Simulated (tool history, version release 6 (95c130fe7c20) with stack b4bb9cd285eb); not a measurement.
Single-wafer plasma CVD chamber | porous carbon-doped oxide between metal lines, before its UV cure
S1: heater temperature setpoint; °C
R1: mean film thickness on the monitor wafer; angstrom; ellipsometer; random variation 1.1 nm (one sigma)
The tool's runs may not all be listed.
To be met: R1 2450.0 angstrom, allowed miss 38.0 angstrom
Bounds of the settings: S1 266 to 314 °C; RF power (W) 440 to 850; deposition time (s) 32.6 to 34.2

{"run": 1, "day": 0.0, "S1": 290, "RF power (W)": 645, "deposition time (s)": 34.2, "R1": 2286.2}
{"run": 2, "day": 0.117, "S1": 294, "RF power (W)": 645, "deposition time (s)": 34.2, "R1": 2238.0}
{"run": 3, "day": 0.196, "S1": 293, "RF power (W)": 645, "deposition time (s)": 34.2, "R1": 2256.0}
{"run": 4, "day": 0.312, "S1": 284, "RF power (W)": 645, "deposition time (s)": 34.2, "R1": 2360.4}
{"run": 5, "day": 0.675, "S1": 283, "RF power (W)": 645, "deposition time (s)": 34.2, "R1": 2392.7}
{"run": 6, "day": 0.938, "S1": 287, "RF power (W)": 645, "deposition time (s)": 34.2, "R1": 2325.9}
{"run": 7, "day": 1.154, "S1": 286, "RF power (W)": 645, "deposition time (s)": 34.2, "R1": 2341.4}
{"run": 8, "day": 1.462, "S1": 285, "RF power (W)": 645, "deposition time (s)": 34.2, "R1": 2352.2}

Which of these 4 next moves meets every target?
{"run": "A", "day": 1.771, "S1": 285, "RF power (W)": 685, "deposition time (s)": 33.4, "R1": "?"}
{"run": "B", "day": 1.771, "S1": 285, "RF power (W)": 700, "deposition time (s)": 33.2, "R1": "?"}
{"run": "C", "day": 1.771, "S1": 280, "RF power (W)": 670, "deposition time (s)": 32.6, "R1": "?"}
{"run": "D", "day": 1.771, "S1": 277, "RF power (W)": 640, "deposition time (s)": 34.2, "R1": "?"}

move=A R1=2348.7
move=B R1=2358.8
move=C R1=2333.8
move=D R1=2434.2
A: as far off as the last run
B: nearer than the last run, and not there yet
C: further off than the last run
D: meets every target
Answer: D
